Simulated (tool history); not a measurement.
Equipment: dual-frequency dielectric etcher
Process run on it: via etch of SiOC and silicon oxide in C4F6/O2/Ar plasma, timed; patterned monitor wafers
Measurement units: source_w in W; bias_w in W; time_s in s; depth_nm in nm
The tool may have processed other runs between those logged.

run 1 day=0.000 | source_w=360 bias_w=220 time_s=114.0 | depth_nm=127.81
run 2 day=0.308 | source_w=360 bias_w=253 time_s=114.0 | depth_nm=132.49
run 3 day=0.562 | source_w=360 bias_w=237 time_s=114.0 | depth_nm=130.60
run 4 day=0.900 | source_w=390 bias_w=241 time_s=114.0 | depth_nm=136.14
run 5 day=1.042 | source_w=390 bias_w=220 time_s=114.0 | depth_nm=132.18
run 6 day=1.079 | source_w=410 bias_w=223 time_s=114.0 | depth_nm=136.08
run 7 day=1.121 | source_w=430 bias_w=225 time_s=114.0 | depth_nm=138.86
run 8 day=1.183 | source_w=440 bias_w=227 time_s=114.0 | depth_nm=141.75
run 9 day=1.250 | source_w=440 bias_w=227 time_s=114.0 | depth_nm=142.16

Predict the results of run 10:
run 10 day=1.446 | source_w=450 bias_w=228 time_s=114.0 | depth_nm=?

depth_nm: 142.32 nm
